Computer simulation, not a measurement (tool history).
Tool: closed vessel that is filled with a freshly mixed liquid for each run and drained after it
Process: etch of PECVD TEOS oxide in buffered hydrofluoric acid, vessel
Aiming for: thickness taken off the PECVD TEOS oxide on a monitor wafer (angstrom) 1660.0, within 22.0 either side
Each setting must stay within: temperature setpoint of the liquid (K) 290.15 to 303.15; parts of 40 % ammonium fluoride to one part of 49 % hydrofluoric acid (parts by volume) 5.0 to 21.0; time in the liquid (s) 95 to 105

| run | hour | temperature setpoint of the liquid (K) | parts of 40 % ammonium fluoride to one part of 49 % hydrofluoric acid (parts by volume) | time in the liquid (s) | thickness taken off the PECVD TEOS oxide on a monitor wafer (angstrom) |
|---|---|---|---|---|---|
| 1 | 0.0 | 295.15 | 13.0 | 95 | 1998.5 |
| 2 | 2.0 | 294.15 | 13.0 | 95 | 1897.0 |
| 3 | 5.3 | 294.15 | 11.0 | 95 | 2210.0 |
| 4 | 6.2 | 294.15 | 11.0 | 105 | 2467.3 |
| 5 | 13.6 | 294.15 | 12.5 | 105 | 2172.0 |
| 6 | 14.5 | 292.65 | 12.5 | 105 | 1988.2 |
| 7 | 22.2 | 291.65 | 12.5 | 105 | 1889.8 |
| 8 | 23.2 | 291.15 | 12.5 | 105 | 1819.7 |

Exercise: of the 4 proposed moves below, exactly one satisfies all targets within the stated allowed misses. Which move is it?
| A | 24.2 | 290.15 | 13.0 | 105 | ? |
| B | 24.2 | 291.15 | 13.5 | 100 | ? |
| C | 24.2 | 291.15 | 12.0 | 105 | ? |
| D | 24.2 | 295.15 | 13.5 | 100 | ? |

| move | thickness taken off the PECVD TEOS oxide on a monitor wafer (angstrom) |
|---|---|
| A | 1658.9 |
| B | 1611.8 |
| C | 1899.5 |
| D | 2016.8 |
A: each result inside its tolerance
B: carries the result that was furthest off beyond its target, to the other side
C: lands further from the targets than the last run did
D: lands further from the targets than the last run did
Move A is the one to make.

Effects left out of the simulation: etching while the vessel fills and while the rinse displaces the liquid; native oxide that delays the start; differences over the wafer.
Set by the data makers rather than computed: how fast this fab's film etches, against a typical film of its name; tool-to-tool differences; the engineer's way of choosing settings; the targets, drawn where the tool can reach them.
